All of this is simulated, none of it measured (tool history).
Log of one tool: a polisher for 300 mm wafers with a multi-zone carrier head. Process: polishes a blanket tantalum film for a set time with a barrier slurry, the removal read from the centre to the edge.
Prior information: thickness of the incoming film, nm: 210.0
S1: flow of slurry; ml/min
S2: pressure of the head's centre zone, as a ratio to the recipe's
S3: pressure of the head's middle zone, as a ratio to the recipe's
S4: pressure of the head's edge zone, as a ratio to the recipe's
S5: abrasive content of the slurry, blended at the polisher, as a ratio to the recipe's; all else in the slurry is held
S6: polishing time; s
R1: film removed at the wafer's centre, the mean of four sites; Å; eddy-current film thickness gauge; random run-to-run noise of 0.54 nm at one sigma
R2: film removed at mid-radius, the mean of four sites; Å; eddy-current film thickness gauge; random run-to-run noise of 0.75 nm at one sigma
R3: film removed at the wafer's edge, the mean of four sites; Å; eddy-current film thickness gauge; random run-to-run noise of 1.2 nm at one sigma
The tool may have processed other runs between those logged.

run 1 day=0 | S1=150 S2=1 S3=1 S4=1 S5=1 S6=31 | R1=660.11 R2=638.62 R3=639.87
run 2 day=0.117 | S1=150 S2=1 S3=1 S4=1 S5=0.9 S6=31 | R1=632.3 R2=618.41 R3=611.91
run 3 day=0.304 | S1=150 S2=1 S3=1 S4=1 S5=0.9 S6=24 | R1=486.1 R2=476.6 R3=474.65
run 4 day=0.542 | S1=150 S2=1 S3=1 S4=1 S5=0.9 S6=30 | R1=614.82 R2=598.52 R3=596.04
run 5 day=0.846 | S1=150 S2=1 S3=1 S4=1 S5=0.75 S6=30 | R1=569.03 R2=552.79 R3=549.76
run 6 day=1.054 | S1=155 S2=0.97 S3=0.99 S4=1.05 S5=0.9 S6=30 | R1=601.91 R2=598.39 R3=623.59

Predict the results of run 7:
run 7 day=1.35 | S1=165 S2=0.95 S3=1 S4=1.09 S5=0.95 S6=30 | R1=? R2=? R3=?

R1: 614.08 Å
R2: 618.08 Å
R3: 659.21 Å

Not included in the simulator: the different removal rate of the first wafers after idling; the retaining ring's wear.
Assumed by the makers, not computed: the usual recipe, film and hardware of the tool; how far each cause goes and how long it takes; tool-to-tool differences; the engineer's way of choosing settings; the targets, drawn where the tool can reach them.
